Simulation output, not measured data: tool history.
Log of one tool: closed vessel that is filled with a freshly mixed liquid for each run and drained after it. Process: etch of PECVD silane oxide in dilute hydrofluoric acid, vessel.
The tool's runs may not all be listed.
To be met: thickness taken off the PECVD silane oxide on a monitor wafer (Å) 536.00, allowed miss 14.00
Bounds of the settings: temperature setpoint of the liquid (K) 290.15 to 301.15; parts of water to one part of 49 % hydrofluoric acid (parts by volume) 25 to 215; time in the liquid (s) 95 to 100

run  hour  temperature setpoint of the liquid (K)  parts of water to one part of 49 % hydrofluoric acid (parts by volume)  time in the liquid (s)  thickness taken off the PECVD silane oxide on a monitor wafer (Å)
  1   0.0                                  293.15                                                                     120                      95                                                             178.62
  2   5.8                                  293.15                                                                     120                      95                                                             179.41
  3   7.7                                  290.65                                                                     120                      95                                                             160.08
  4  12.4                                  292.15                                                                     110                      95                                                             188.51
  5  13.9                                  292.15                                                                     110                     100                                                             198.09
  6  14.9                                  293.65                                                                     110                     100                                                             210.88
  7  16.1                                  297.65                                                                      60                     100                                                             485.63
  8  18.3                                  298.65                                                                      60                     100                                                             509.70
  9  24.1                                  299.15                                                                      60                     100                                                             509.58

Which of these 5 next moves meets every target?
  A  29.9                                  300.15                                                                      60                     100                                                                  ?
  B  29.9                                  300.65                                                                      65                      95                                                                  ?
  C  29.9                                  300.65                                                                      65                     100                                                                  ?
  D  29.9                                  300.15                                                                      65                      95                                                                  ?
  E  29.9                                  298.15                                                                      60                      95                                                                  ?

move  thickness taken off the PECVD silane oxide on a monitor wafer (Å)
   A                                                             537.75
   B                                                             477.63
   C                                                             502.77
   D                                                             468.27
   E                                                             471.42
A: meets every target
B: further off than the last run
C: further off than the last run
D: further off than the last run
E: further off than the last run
Move A is the one to make.
